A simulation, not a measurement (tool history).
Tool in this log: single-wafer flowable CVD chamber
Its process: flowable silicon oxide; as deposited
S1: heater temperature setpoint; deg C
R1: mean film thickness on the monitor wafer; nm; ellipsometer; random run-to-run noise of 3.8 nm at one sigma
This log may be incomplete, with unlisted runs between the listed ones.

run 1 hour=0.0 | S1=95 chamber_pressure_(Pa)=110.9 RF_power_(kW)=1.590 deposition_time_(s)=748 | R1=558.98
run 2 hour=1.0 | S1=95 chamber_pressure_(Pa)=110.9 RF_power_(kW)=1.440 deposition_time_(s)=748 | R1=539.99
run 3 hour=5.5 | S1=87 chamber_pressure_(Pa)=110.9 RF_power_(kW)=1.440 deposition_time_(s)=748 | R1=723.72
run 4 hour=6.7 | S1=87 chamber_pressure_(Pa)=124.4 RF_power_(kW)=1.440 deposition_time_(s)=748 | R1=808.63
run 5 hour=7.6 | S1=87 chamber_pressure_(Pa)=115.7 RF_power_(kW)=1.440 deposition_time_(s)=748 | R1=755.70
run 6 hour=16.4 | S1=83 chamber_pressure_(Pa)=115.7 RF_power_(kW)=1.440 deposition_time_(s)=748 | R1=868.56
run 7 hour=20.4 | S1=80 chamber_pressure_(Pa)=115.7 RF_power_(kW)=1.440 deposition_time_(s)=748 | R1=949.93
run 8 hour=29.1 | S1=78 chamber_pressure_(Pa)=115.7 RF_power_(kW)=1.440 deposition_time_(s)=748 | R1=1001.50
run 9 hour=34.8 | S1=77 chamber_pressure_(Pa)=115.7 RF_power_(kW)=1.440 deposition_time_(s)=748 | R1=1033.80

Predict the results of run 10:
run 10 hour=42.7 | S1=76 chamber_pressure_(Pa)=115.7 RF_power_(kW)=1.440 deposition_time_(s)=748 | R1=?

R1: 1063.10 nm
